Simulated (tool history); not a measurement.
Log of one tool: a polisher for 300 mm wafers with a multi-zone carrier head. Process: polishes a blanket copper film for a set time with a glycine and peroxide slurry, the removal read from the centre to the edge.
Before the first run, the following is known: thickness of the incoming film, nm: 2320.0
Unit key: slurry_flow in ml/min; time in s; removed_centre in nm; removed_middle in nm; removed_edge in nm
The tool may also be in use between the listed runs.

| run | hour | slurry_flow | centre_zone | middle_zone | edge_zone | time | removed_centre | removed_middle | removed_edge |
|---|---|---|---|---|---|---|---|---|---|
| 1 | 0 | 265 | 1 | 1 | 1 | 75 | 398.01 | 402.48 | 389.95 |
| 2 | 8.1 | 265 | 1.08 | 1 | 1 | 75 | 424.15 | 404.4 | 394.61 |
| 3 | 10.3 | 265 | 1 | 1 | 1 | 75 | 394.86 | 395.79 | 395.32 |
| 4 | 13.7 | 265 | 1 | 1 | 0.96 | 75 | 395.23 | 402.85 | 388.5 |
| 5 | 19.4 | 265 | 1.02 | 0.95 | 0.95 | 65 | 349.17 | 344.59 | 337.35 |
| 6 | 23 | 265 | 1.02 | 0.95 | 1.03 | 65 | 349.13 | 334.42 | 349.73 |
| 7 | 24.4 | 255 | 1.08 | 0.85 | 0.95 | 44 | 249.61 | 201.72 | 226.38 |
| 8 | 30.2 | 255 | 1.08 | 0.85 | 0.95 | 44 | 251.97 | 203.37 | 226.23 |
| 9 | 34.4 | 275 | 1.08 | 0.86 | 0.97 | 44 | 250.83 | 208.98 | 229.32 |
| 10 | 42.3 | 275 | 1.08 | 0.86 | 0.97 | 44 | 252.91 | 208.6 | 227.88 |
| 11 | 50.7 | 270 | 1.09 | 0.87 | 0.99 | 45 | 262.63 | 218.09 | 232.05 |
| 12 | 54.4 | 300 | 1.07 | 0.85 | 1.08 | 46 | 259.96 | 217.61 | 255.43 |
| 13 | 56.9 | 300 | 1.08 | 0.86 | 1.07 | 46 | 267.3 | 219.58 | 253.04 |
| 14 | 63.4 | 300 | 1.08 | 0.86 | 1.06 | 46 | 270.49 | 220.68 | 256 |
| 15 | 67.1 | 300 | 1.08 | 0.86 | 1.06 | 46 | 264.57 | 222.65 | 254.64 |
| 16 | 73 | 300 | 1.08 | 0.86 | 1.06 | 46 | 269.67 | 221.43 | 254.3 |

What will run 17 give?
| 17 | 77.3 | 285 | 1.08 | 0.88 | 1 | 45 | ? | ? | ? |

removed_centre: 257.22 nm
removed_middle: 218.48 nm
removed_edge: 238.68 nm
